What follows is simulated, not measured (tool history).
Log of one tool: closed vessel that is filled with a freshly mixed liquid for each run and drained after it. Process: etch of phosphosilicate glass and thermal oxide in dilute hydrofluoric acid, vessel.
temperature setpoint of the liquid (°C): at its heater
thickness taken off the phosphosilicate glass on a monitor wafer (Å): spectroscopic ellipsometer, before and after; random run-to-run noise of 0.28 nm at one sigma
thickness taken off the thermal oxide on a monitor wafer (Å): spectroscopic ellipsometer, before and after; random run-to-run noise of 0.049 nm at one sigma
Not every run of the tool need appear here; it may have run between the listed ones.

run  hour  temperature setpoint of the liquid (°C)  parts of water to one part of 49 % hydrofluoric acid (parts by volume)  time in the liquid (s)  thickness taken off the phosphosilicate glass on a monitor wafer (Å)  thickness taken off the thermal oxide on a monitor wafer (Å)
  1   0.0                                     24.0                                                                     280                      60                                                                379.43                                                        9.9204
  2   3.5                                     26.0                                                                     265                      60                                                                434.53                                                       11.3740
  3   9.9                                     26.0                                                                     265                      35                                                                251.98                                                        6.4572
  4  14.6                                     28.5                                                                     265                      35                                                                273.88                                                        7.1884
  5  16.3                                     28.5                                                                     225                      35                                                                338.64                                                        8.2619
  6  23.9                                     29.5                                                                     195                      35                                                                419.23                                                       10.8150
  7  25.2                                     30.0                                                                     175                      35                                                                487.10                                                       12.5350
  8  28.2                                     30.5                                                                     165                      35                                                                532.98                                                       13.8430
  9  30.4                                     31.0                                                                     155                      35                                                                585.32                                                       14.8970
 10  38.2                                     31.5                                                                     150                      35                                                                621.37                                                       15.5030
 11  40.8                                     31.5                                                                     145                      35                                                                643.24                                                       16.6120
 12  43.6                                     32.0                                                                     145                      35                                                                657.72                                                       17.0730

What does the tool deliver on the next run?
     47.7  -- thermometer replaced
 13  47.7                                     32.0                                                                     140                      35                                                                     ?                                                             ?

For run 13 the tool returned thickness taken off the phosphosilicate glass on a monitor wafer (Å) 638.39, thickness taken off the thermal oxide on a monitor wafer (Å) 16.7750.
